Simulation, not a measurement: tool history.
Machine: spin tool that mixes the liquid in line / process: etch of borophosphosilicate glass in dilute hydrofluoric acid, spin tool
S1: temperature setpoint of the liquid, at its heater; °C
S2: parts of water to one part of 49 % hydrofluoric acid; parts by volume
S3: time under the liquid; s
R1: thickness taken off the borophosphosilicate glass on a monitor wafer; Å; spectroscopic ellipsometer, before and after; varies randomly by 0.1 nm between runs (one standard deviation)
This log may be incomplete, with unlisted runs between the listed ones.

run    day    S1   S2  S3      R1
  1      0    22  175  15  58.087
  2  0.208  19.5  175  15  52.616
  3  0.379  22.5  175  15  59.674
  4  0.433  22.5  225  15  44.501
  5  0.554  22.5  225  15  44.845
  6  0.671  23.5  210  15   49.43
  7  0.783  24.5  195  15  57.326
  8  1.083    25  180  15  64.082
  9  1.312  25.5  170  15  69.337
 10  1.417    26  160  15  76.017

Estimate the outcome of run 11 from the log above:
 11  1.721  26.5  155  15   ?

Run 11 yielded R1 80.925 Å.
